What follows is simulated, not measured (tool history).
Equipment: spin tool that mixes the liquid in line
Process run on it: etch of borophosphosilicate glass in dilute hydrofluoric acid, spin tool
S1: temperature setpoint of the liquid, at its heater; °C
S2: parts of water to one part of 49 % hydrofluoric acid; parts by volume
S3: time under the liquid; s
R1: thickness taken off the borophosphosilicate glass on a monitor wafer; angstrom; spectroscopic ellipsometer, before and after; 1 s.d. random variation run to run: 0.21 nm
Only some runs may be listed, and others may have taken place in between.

run    day    S1   S2   S3      R1
  1      0    24  155  150  220.35
  2  0.058    25  155  150  228.06
  3    0.4    25  155  150  229.61
  4  0.767  25.5  155  150  233.58
  5  1.071  25.5  100  150  390.35
  6  1.342  25.5  100  150   387.2
  7  1.404  24.5  100  150  366.27
  8  1.671    24  100  150  364.91
  9  1.975    23  100  150  344.47
 10  2.233  22.5  100  150  345.73

What will run 11 give?
 11  2.296  22  100  150   ?

{"run 11": {"R1": 333.99}}

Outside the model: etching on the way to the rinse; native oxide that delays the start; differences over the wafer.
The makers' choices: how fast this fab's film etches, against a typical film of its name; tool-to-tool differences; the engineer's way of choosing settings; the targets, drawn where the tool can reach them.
